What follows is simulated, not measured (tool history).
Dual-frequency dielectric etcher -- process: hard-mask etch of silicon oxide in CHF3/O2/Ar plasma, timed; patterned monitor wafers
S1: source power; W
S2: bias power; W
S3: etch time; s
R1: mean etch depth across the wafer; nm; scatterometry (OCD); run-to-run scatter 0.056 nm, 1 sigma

{"run": 1, "hour": 0.0, "S1": 890, "S2": 222, "S3": 9, "R1": 20.682}
{"run": 2, "hour": 5.0, "S1": 890, "S2": 193, "S3": 9, "R1": 19.353}
{"run": 3, "hour": 12.4, "S1": 890, "S2": 166, "S3": 9, "R1": 17.961}
{"run": 4, "hour": 15.5, "S1": 890, "S2": 199, "S3": 9, "R1": 19.639}
{"run": 5, "hour": 18.4, "S1": 890, "S2": 225, "S3": 9, "R1": 20.855}
{"run": 6, "hour": 22.7, "S1": 930, "S2": 228, "S3": 9, "R1": 21.442}
{"run": 7, "hour": 25.1, "S1": 960, "S2": 230, "S3": 9, "R1": 21.815}
{"run": 8, "hour": 33.0, "S1": 980, "S2": 231, "S3": 9, "R1": 21.932}

Run 9, settings as shown, results not yet in. Your forecast:
{"run": 9, "hour": 39.4, "S1": 1000, "S2": 233, "S3": 9, "R1": "?"}

For run 9 the tool returned R1 22.249 nm.
